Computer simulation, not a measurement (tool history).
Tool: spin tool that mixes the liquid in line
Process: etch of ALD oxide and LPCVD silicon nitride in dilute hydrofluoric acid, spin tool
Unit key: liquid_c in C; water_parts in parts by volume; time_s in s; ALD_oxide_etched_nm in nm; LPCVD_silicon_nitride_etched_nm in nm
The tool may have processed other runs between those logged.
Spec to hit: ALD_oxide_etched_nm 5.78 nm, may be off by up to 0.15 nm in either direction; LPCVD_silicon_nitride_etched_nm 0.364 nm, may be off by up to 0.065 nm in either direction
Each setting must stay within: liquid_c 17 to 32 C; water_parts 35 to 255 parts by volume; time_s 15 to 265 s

| run | hour | liquid_c | water_parts | time_s | ALD_oxide_etched_nm | LPCVD_silicon_nitride_etched_nm |
|---|---|---|---|---|---|---|
| 1 | 0 | 24 | 145 | 135 | 8.1564 | 0.4266 |
| 2 | 1.4 | 20.5 | 145 | 135 | 7.1075 | 0.37096 |
| 3 | 5.6 | 20.5 | 145 | 95 | 4.9915 | 0.23362 |
| 4 | 10 | 21 | 145 | 95 | 5.1554 | 0.24736 |
| 5 | 14.6 | 21 | 145 | 65 | 3.4676 | 0.17499 |
| 6 | 20.7 | 21 | 145 | 90 | 4.7805 | 0.21427 |
| 7 | 28.3 | 22.5 | 145 | 90 | 5.1303 | 0.2547 |
| 8 | 30.4 | 23 | 145 | 90 | 5.3018 | 0.26322 |
| 9 | 33.3 | 23.5 | 145 | 90 | 5.389 | 0.25294 |
| 10 | 41.2 | 23.5 | 145 | 95 | 5.6058 | 0.27662 |

Of the 5 settings listed for the next run, only one would bring every result within its allowed miss of target. Which one?
| A | 49.1 | 25.5 | 205 | 145 | ? | ? |
| B | 49.1 | 18.5 | 250 | 210 | ? | ? |
| C | 49.1 | 22.5 | 140 | 90 | ? | ? |
| D | 49.1 | 28 | 235 | 145 | ? | ? |
| E | 49.1 | 24 | 250 | 195 | ? | ? |

| move | ALD_oxide_etched_nm | LPCVD_silicon_nitride_etched_nm |
|---|---|---|
| A | 6.1843 | 0.34154 |
| B | 5.3915 | 0.25882 |
| C | 5.3666 | 0.25354 |
| D | 5.7186 | 0.34843 |
| E | 6.1648 | 0.34359 |
A: brings the result that was furthest off to its target, and leaves another outside
B: further off than the last run
C: further off than the last run
D: all results land within tolerance of their targets
E: brings the result that was furthest off to its target, and leaves another outside
So the answer is move D, the one that meets all the targets.

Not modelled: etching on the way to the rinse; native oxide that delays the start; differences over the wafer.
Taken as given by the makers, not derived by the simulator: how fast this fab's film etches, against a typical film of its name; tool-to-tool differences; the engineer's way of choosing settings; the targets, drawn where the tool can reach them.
